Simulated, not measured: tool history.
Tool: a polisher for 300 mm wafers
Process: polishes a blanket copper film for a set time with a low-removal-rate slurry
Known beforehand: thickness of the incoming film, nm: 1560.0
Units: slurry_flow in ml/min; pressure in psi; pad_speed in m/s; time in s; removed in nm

| run | day | slurry_flow | pressure | pad_speed | slurry_solids | time | removed |
|---|---|---|---|---|---|---|---|
| 1 | 0 | 275 | 2.3 | 1.24 | 1 | 69 | 220.75 |
| 2 | 0.104 | 275 | 2.2 | 1.24 | 1 | 69 | 220.91 |
| 3 | 0.179 | 320 | 2.2 | 1.24 | 1 | 69 | 216.3 |
| 4 | 0.404 | 320 | 2.2 | 1.24 | 1.15 | 69 | 224.66 |
| 5 | 0.729 | 320 | 2.1 | 1.24 | 1.15 | 69 | 220.16 |
| 6 | 1.038 | 320 | 2.4 | 1.24 | 1.15 | 69 | 236.87 |

Run 7 has not been measured yet. What should we expect?
| 7 | 1.162 | 320 | 2.2 | 1.22 | 1.15 | 69 | ? |

removed: 225.54 nm
